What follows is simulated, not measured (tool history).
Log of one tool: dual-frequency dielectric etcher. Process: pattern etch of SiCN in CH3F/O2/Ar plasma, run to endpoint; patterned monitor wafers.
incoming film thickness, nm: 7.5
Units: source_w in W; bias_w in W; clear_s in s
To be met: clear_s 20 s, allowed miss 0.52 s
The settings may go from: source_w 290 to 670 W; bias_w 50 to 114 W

run 1 day=0 | source_w=480 bias_w=82 | clear_s=17.216
run 2 day=0.283 | source_w=450 bias_w=80 | clear_s=17.485
run 3 day=0.542 | source_w=420 bias_w=76 | clear_s=18.093
run 4 day=0.8 | source_w=470 bias_w=76 | clear_s=17.682
run 5 day=1.079 | source_w=470 bias_w=86 | clear_s=17.049
run 6 day=1.412 | source_w=470 bias_w=93 | clear_s=16.408
run 7 day=1.704 | source_w=440 bias_w=87 | clear_s=17.289
run 8 day=1.833 | source_w=410 bias_w=83 | clear_s=17.899
run 9 day=1.912 | source_w=390 bias_w=81 | clear_s=18.439
run 10 day=1.933 | source_w=370 bias_w=80 | clear_s=18.924
run 11 day=2.092 | source_w=360 bias_w=79 | clear_s=19.259
run 12 day=2.346 | source_w=360 bias_w=79 | clear_s=19.088
run 13 day=2.483 | source_w=350 bias_w=78 | clear_s=19.378

5 next moves are on the table. One of them brings every result within its allowed miss. Which?
run A day=2.621 | source_w=300 bias_w=72 | clear_s=?
run B day=2.621 | source_w=330 bias_w=74 | clear_s=?
run C day=2.621 | source_w=340 bias_w=60 | clear_s=?
run D day=2.621 | source_w=290 bias_w=69 | clear_s=?
run E day=2.621 | source_w=360 bias_w=82 | clear_s=?

move=A clear_s=21.185
move=B clear_s=20.313
move=C clear_s=21.31
move=D clear_s=21.707
move=E clear_s=19.102
A: takes the result that was furthest off past its target
B: meets every target
C: takes the result that was furthest off past its target
D: takes the result that was furthest off past its target
E: further off than the last run
Answer: B
